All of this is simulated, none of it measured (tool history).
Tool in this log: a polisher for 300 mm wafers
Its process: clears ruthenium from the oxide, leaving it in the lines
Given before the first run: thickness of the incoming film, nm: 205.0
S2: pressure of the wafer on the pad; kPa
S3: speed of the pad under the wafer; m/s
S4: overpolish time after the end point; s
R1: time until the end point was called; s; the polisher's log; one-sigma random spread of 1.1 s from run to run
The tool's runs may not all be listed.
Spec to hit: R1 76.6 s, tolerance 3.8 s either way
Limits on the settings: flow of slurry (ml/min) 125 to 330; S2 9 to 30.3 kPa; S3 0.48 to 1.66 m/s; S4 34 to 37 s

{"run": 1, "hour": 0.0, "flow of slurry (ml/min)": 210, "S2": 19.3, "S3": 1.06, "S4": 34, "R1": 108.27}
{"run": 2, "hour": 6.3, "flow of slurry (ml/min)": 210, "S2": 17.2, "S3": 1.06, "S4": 34, "R1": 117.83}
{"run": 3, "hour": 9.5, "flow of slurry (ml/min)": 210, "S2": 18.6, "S3": 1.06, "S4": 34, "R1": 112.19}
{"run": 4, "hour": 15.5, "flow of slurry (ml/min)": 210, "S2": 18.6, "S3": 1.06, "S4": 34, "R1": 110.39}
{"run": 5, "hour": 22.4, "flow of slurry (ml/min)": 210, "S2": 18.6, "S3": 1.06, "S4": 37, "R1": 114.37}
{"run": 6, "hour": 28.0, "flow of slurry (ml/min)": 210, "S2": 18.6, "S3": 0.88, "S4": 37, "R1": 130.16}
{"run": 7, "hour": 32.1, "flow of slurry (ml/min)": 210, "S2": 20, "S3": 0.88, "S4": 37, "R1": 127.34}
{"run": 8, "hour": 33.3, "flow of slurry (ml/min)": 210, "S2": 21.4, "S3": 0.9, "S4": 37, "R1": 115.41}
{"run": 9, "hour": 37.4, "flow of slurry (ml/min)": 210, "S2": 22.8, "S3": 0.9, "S4": 37, "R1": 111.77}
{"run": 10, "hour": 44.4, "flow of slurry (ml/min)": 210, "S2": 23.4, "S3": 0.92, "S4": 37, "R1": 107.5}

Below are 4 possible settings for the next run. Only one of them brings all results inside the allowed miss of their targets. Which is it?
{"run": "A", "hour": 51.4, "flow of slurry (ml/min)": 215, "S2": 24.8, "S3": 1.08, "S4": 34, "R1": "?"}
{"run": "B", "hour": 51.4, "flow of slurry (ml/min)": 180, "S2": 21.4, "S3": 0.72, "S4": 37, "R1": "?"}
{"run": "C", "hour": 51.4, "flow of slurry (ml/min)": 305, "S2": 16.5, "S3": 0.66, "S4": 37, "R1": "?"}
{"run": "D", "hour": 51.4, "flow of slurry (ml/min)": 270, "S2": 26.9, "S3": 1.12, "S4": 35, "R1": "?"}

move=A R1=85.653
move=B R1=144.1
move=C R1=180.67
move=D R1=75.654
A: closer than the last run, but not yet in spec
B: moves away from the targets compared with the last run
C: moves away from the targets compared with the last run
D: in spec on every target
The move that meets every target is D.

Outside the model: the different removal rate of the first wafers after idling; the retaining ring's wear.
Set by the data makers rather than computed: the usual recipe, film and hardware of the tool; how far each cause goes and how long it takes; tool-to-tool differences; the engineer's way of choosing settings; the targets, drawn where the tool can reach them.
